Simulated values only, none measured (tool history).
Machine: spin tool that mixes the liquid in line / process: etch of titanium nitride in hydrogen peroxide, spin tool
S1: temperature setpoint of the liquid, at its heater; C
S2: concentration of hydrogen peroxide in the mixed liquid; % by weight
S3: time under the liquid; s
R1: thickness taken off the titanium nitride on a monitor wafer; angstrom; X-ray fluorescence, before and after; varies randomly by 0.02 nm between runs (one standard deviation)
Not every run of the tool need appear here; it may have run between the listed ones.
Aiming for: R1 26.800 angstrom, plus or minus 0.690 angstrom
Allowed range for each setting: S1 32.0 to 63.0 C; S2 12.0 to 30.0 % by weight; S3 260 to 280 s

Run 1, day 0.000: S1 47.0 C, S2 23.0 % by weight, S3 260 s. Result: R1 52.882 angstrom.
Run 2, day 0.300: S1 47.0 C, S2 18.5 % by weight, S3 260 s. Result: R1 50.547 angstrom.
Run 3, day 0.375: S1 45.5 C, S2 18.5 % by weight, S3 260 s. Result: R1 45.330 angstrom.
Run 4, day 0.454: S1 44.0 C, S2 18.5 % by weight, S3 260 s. Result: R1 40.664 angstrom.
Run 5, day 0.721: S1 44.0 C, S2 18.5 % by weight, S3 260 s. Result: R1 40.626 angstrom.
Run 6, day 1.075: S1 43.0 C, S2 18.5 % by weight, S3 260 s. Result: R1 37.568 angstrom.
Run 7, day 1.454: S1 42.0 C, S2 18.5 % by weight, S3 260 s. Result: R1 34.878 angstrom.
Run 8, day 1.783: S1 41.5 C, S2 18.5 % by weight, S3 260 s. Result: R1 33.627 angstrom.
Run 9, day 1.879: S1 41.5 C, S2 18.5 % by weight, S3 260 s. Result: R1 33.653 angstrom.
Run 10, day 2.238: S1 38.0 C, S2 18.5 % by weight, S3 260 s. Result: R1 25.559 angstrom.

Which one of the following 5 next-run settings gets every result inside its allowed miss? There is exactly one.
Run A, day 2.596: S1 40.5 C, S2 13.0 % by weight, S3 260 s. Result: R1 ?.
Run B, day 2.596: S1 40.5 C, S2 14.0 % by weight, S3 260 s. Result: R1 ?.
Run C, day 2.596: S1 39.0 C, S2 16.5 % by weight, S3 280 s. Result: R1 ?.
Run D, day 2.596: S1 37.5 C, S2 19.0 % by weight, S3 280 s. Result: R1 ?.
Run E, day 2.596: S1 38.5 C, S2 18.0 % by weight, S3 275 s. Result: R1 ?.

move      R1
   A  29.018
   B  29.472
   C  29.271
   D  26.840
   E  28.170
A: the result that was furthest off in the last run now lies on the other side of its target
B: the result that was furthest off in the last run now lies on the other side of its target
C: the result that was furthest off in the last run now lies on the other side of its target
D: meets every target
E: the result that was furthest off in the last run now lies on the other side of its target
Answer: D

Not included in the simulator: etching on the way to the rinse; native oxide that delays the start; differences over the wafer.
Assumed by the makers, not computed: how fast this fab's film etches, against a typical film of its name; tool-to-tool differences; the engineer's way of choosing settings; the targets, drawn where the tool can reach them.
